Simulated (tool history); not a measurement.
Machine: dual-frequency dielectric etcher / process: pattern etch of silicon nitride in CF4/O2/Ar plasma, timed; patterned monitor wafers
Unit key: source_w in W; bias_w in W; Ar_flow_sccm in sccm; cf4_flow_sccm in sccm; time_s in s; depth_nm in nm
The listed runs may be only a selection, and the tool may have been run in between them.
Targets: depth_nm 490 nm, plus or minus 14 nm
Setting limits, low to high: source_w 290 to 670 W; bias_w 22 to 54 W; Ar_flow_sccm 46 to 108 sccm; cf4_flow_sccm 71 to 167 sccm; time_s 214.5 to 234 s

run	day	source_w	bias_w	Ar_flow_sccm	cf4_flow_sccm	time_s	depth_nm
1	0	480	38	77	119	234	390.32
2	0.092	500	38	77	119	234	402.72
3	0.383	520	38	77	119	234	408.95
4	0.467	540	38	77	119	234	419.37
5	0.554	560	38	77	119	234	429.41
# day 0.629: Ar flow controller replaced
6	0.629	580	38	77	119	234	435.44
7	0.742	600	39	77	120	234	454.15
8	0.954	610	39	77	120	234	454.85
9	1.288	620	39	77	120	234	462.35
10	1.467	630	39	77	120	234	470.09
11	1.771	640	39	77	120	234	468.85
12	1.908	650	39	77	120	234	471.58

Pick the move, out of 5, that brings all results within their allowed miss; only one does.
A	2.046	660	41	82	122	225.5	?
B	2.046	660	43	88	105	222.5	?
C	2.046	670	41	57	85	219	?
D	2.046	660	38	67	107	224.5	?
E	2.046	670	51	71	119	214.5	?

move	depth_nm
A	460.18
B	449.77
C	449.34
D	449.97
E	479.2
A: its largest miss is bigger than the last run's
B: its largest miss is bigger than the last run's
C: its largest miss is bigger than the last run's
D: its largest miss is bigger than the last run's
E: every result lands within tolerance
E meets every target.

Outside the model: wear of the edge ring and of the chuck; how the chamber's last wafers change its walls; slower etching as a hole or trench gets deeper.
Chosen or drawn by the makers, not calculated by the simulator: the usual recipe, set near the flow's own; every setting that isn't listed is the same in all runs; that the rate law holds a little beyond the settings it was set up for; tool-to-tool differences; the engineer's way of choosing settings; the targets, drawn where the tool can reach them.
